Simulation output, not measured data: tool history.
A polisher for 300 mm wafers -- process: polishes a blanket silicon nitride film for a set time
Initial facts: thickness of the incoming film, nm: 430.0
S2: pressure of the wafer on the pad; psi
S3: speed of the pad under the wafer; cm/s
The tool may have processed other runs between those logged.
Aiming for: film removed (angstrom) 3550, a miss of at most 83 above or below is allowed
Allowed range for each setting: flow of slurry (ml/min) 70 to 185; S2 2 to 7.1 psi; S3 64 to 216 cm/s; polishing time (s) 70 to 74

run 1 hour=0 | flow_of_slurry_(ml/min)=120 S2=4.5 S3=140 polishing_time_(s)=70 | film_removed_(angstrom)=2298.1
run 2 hour=8.8 | flow_of_slurry_(ml/min)=120 S2=4.5 S3=140 polishing_time_(s)=70 | film_removed_(angstrom)=2293.3
run 3 hour=13.6 | flow_of_slurry_(ml/min)=120 S2=4.5 S3=140 polishing_time_(s)=74 | film_removed_(angstrom)=2411.6
run 4 hour=14.7 | flow_of_slurry_(ml/min)=130 S2=4.9 S3=140 polishing_time_(s)=74 | film_removed_(angstrom)=2706.5
run 5 hour=21.1 | flow_of_slurry_(ml/min)=130 S2=5.9 S3=140 polishing_time_(s)=74 | film_removed_(angstrom)=3161.9
run 6 hour=26.4 | flow_of_slurry_(ml/min)=140 S2=6 S3=140 polishing_time_(s)=74 | film_removed_(angstrom)=3301.6
run 7 hour=28.3 | flow_of_slurry_(ml/min)=145 S2=6 S3=140 polishing_time_(s)=74 | film_removed_(angstrom)=3314.9
run 8 hour=34.6 | flow_of_slurry_(ml/min)=150 S2=6.1 S3=140 polishing_time_(s)=74 | film_removed_(angstrom)=3399.5
run 9 hour=41.2 | flow_of_slurry_(ml/min)=155 S2=6.1 S3=140 polishing_time_(s)=74 | film_removed_(angstrom)=3357.4
-- hour=43.2 worn pad replaced by a new one
run 10 hour=43.2 | flow_of_slurry_(ml/min)=155 S2=6.2 S3=140 polishing_time_(s)=74 | film_removed_(angstrom)=3729.7
run 11 hour=46.2 | flow_of_slurry_(ml/min)=150 S2=6.2 S3=140 polishing_time_(s)=74 | film_removed_(angstrom)=3740.2
run 12 hour=53.6 | flow_of_slurry_(ml/min)=145 S2=6.2 S3=140 polishing_time_(s)=74 | film_removed_(angstrom)=3757.8
run 13 hour=57.7 | flow_of_slurry_(ml/min)=145 S2=6.1 S3=140 polishing_time_(s)=74 | film_removed_(angstrom)=3649.9

Of the 4 settings listed for the next run, only one would bring every result within its allowed miss of target. Which one?
run A hour=61.8 | flow_of_slurry_(ml/min)=120 S2=5.8 S3=158 polishing_time_(s)=74 | film_removed_(angstrom)=?
run B hour=61.8 | flow_of_slurry_(ml/min)=140 S2=6 S3=146 polishing_time_(s)=74 | film_removed_(angstrom)=?
run C hour=61.8 | flow_of_slurry_(ml/min)=100 S2=6.5 S3=158 polishing_time_(s)=70 | film_removed_(angstrom)=?
run D hour=61.8 | flow_of_slurry_(ml/min)=110 S2=6.6 S3=134 polishing_time_(s)=73 | film_removed_(angstrom)=?

move=A film_removed_(angstrom)=3734.5
move=B film_removed_(angstrom)=3716.1
move=C film_removed_(angstrom)=3818.8
move=D film_removed_(angstrom)=3605.7
A: misses by more than the last run did
B: misses by more than the last run did
C: misses by more than the last run did
D: meets every target
Move D is the one to make.
